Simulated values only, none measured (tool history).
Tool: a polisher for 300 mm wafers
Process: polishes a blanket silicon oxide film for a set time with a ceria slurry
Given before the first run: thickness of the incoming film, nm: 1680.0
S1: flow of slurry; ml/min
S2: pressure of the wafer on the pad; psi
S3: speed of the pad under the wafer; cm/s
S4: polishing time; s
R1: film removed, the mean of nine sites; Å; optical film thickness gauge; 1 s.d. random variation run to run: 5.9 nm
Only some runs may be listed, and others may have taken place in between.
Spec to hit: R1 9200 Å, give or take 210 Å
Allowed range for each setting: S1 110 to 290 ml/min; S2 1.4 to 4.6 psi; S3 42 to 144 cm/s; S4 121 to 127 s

Run 1, hour 0: S1 185 ml/min, S2 3 psi, S3 92 cm/s, S4 121 s. Result: R1 4904.7 Å.
Run 2, hour 6: S1 220 ml/min, S2 3 psi, S3 92 cm/s, S4 121 s. Result: R1 5020.5 Å.
Run 3, hour 15: S1 225 ml/min, S2 3.3 psi, S3 92 cm/s, S4 121 s. Result: R1 5458 Å.
Run 4, hour 23.2: S1 225 ml/min, S2 3.3 psi, S3 92 cm/s, S4 127 s. Result: R1 5610.5 Å.
Run 5, hour 27: S1 225 ml/min, S2 3.3 psi, S3 76 cm/s, S4 127 s. Result: R1 4725.6 Å.
Run 6, hour 32.5: S1 225 ml/min, S2 3.3 psi, S3 76 cm/s, S4 127 s. Result: R1 4781.1 Å.
Run 7, hour 41.3: S1 225 ml/min, S2 3.5 psi, S3 80 cm/s, S4 127 s. Result: R1 5152 Å.
Run 8, hour 49.9: S1 230 ml/min, S2 3.7 psi, S3 84 cm/s, S4 127 s. Result: R1 5704.2 Å.
Run 9, hour 57.9: S1 230 ml/min, S2 3.8 psi, S3 88 cm/s, S4 127 s. Result: R1 6181.5 Å.
Run 10, hour 63.1: S1 230 ml/min, S2 3.9 psi, S3 90 cm/s, S4 127 s. Result: R1 6410.1 Å.
Run 11, hour 65.3: S1 260 ml/min, S2 4.6 psi, S3 104 cm/s, S4 127 s. Result: R1 8731.9 Å.
Run 12, hour 67.3: S1 260 ml/min, S2 4.6 psi, S3 106 cm/s, S4 127 s. Result: R1 8780.9 Å.
Run 13, hour 69.3: S1 260 ml/min, S2 4.6 psi, S3 108 cm/s, S4 127 s. Result: R1 8986.6 Å.

Exactly one of the 4 candidate moves below puts every result within its allowed miss. Which one?
Run A, hour 71.3: S1 240 ml/min, S2 4.1 psi, S3 120 cm/s, S4 122 s. Result: R1 ?.
Run B, hour 71.3: S1 265 ml/min, S2 4.1 psi, S3 116 cm/s, S4 127 s. Result: R1 ?.
Run C, hour 71.3: S1 200 ml/min, S2 4.2 psi, S3 124 cm/s, S4 127 s. Result: R1 ?.
Run D, hour 71.3: S1 255 ml/min, S2 4.6 psi, S3 104 cm/s, S4 127 s. Result: R1 ?.

move      R1
   A  8708.7
   B  8863.1
   C  9348.3
   D  8767.2
A: the biggest miss grows against the last run
B: the biggest miss grows against the last run
C: all results land within tolerance of their targets
D: the biggest miss grows against the last run
The move that meets every target is C.
